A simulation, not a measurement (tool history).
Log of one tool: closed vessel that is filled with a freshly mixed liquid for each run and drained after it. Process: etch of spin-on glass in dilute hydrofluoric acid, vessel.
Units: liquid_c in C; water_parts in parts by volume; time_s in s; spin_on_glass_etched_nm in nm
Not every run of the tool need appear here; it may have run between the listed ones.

{"run": 1, "hour": 0.0, "liquid_c": 22.0, "water_parts": 185, "time_s": 90, "spin_on_glass_etched_nm": 8.3976}
{"run": 2, "hour": 8.9, "liquid_c": 23.5, "water_parts": 165, "time_s": 90, "spin_on_glass_etched_nm": 10.234}
{"run": 3, "hour": 14.5, "liquid_c": 23.5, "water_parts": 165, "time_s": 90, "spin_on_glass_etched_nm": 10.116}
{"run": 4, "hour": 21.1, "liquid_c": 23.5, "water_parts": 165, "time_s": 95, "spin_on_glass_etched_nm": 10.809}
{"run": 5, "hour": 29.0, "liquid_c": 24.5, "water_parts": 150, "time_s": 95, "spin_on_glass_etched_nm": 12.586}
{"run": 6, "hour": 34.0, "liquid_c": 24.5, "water_parts": 150, "time_s": 95, "spin_on_glass_etched_nm": 12.341}
{"hour": 39.0, "done": "hydrofluoric acid flow meter replaced"}
{"run": 7, "hour": 39.0, "liquid_c": 25.5, "water_parts": 135, "time_s": 95, "spin_on_glass_etched_nm": 15.96}
{"run": 8, "hour": 44.6, "liquid_c": 26.5, "water_parts": 130, "time_s": 95, "spin_on_glass_etched_nm": 17.484}
{"run": 9, "hour": 48.6, "liquid_c": 27.0, "water_parts": 130, "time_s": 95, "spin_on_glass_etched_nm": 17.589}
{"run": 10, "hour": 52.3, "liquid_c": 27.5, "water_parts": 125, "time_s": 95, "spin_on_glass_etched_nm": 18.94}
{"run": 11, "hour": 57.1, "liquid_c": 28.0, "water_parts": 125, "time_s": 95, "spin_on_glass_etched_nm": 19.443}
{"run": 12, "hour": 62.7, "liquid_c": 28.5, "water_parts": 120, "time_s": 95, "spin_on_glass_etched_nm": 20.784}
{"run": 13, "hour": 69.8, "liquid_c": 29.0, "water_parts": 120, "time_s": 95, "spin_on_glass_etched_nm": 20.991}

Estimate the outcome of run 14 from the log above:
{"run": 14, "hour": 72.8, "liquid_c": 29.5, "water_parts": 110, "time_s": 95, "spin_on_glass_etched_nm": "?"}

{"run 14": {"spin_on_glass_etched_nm": 23.472}}

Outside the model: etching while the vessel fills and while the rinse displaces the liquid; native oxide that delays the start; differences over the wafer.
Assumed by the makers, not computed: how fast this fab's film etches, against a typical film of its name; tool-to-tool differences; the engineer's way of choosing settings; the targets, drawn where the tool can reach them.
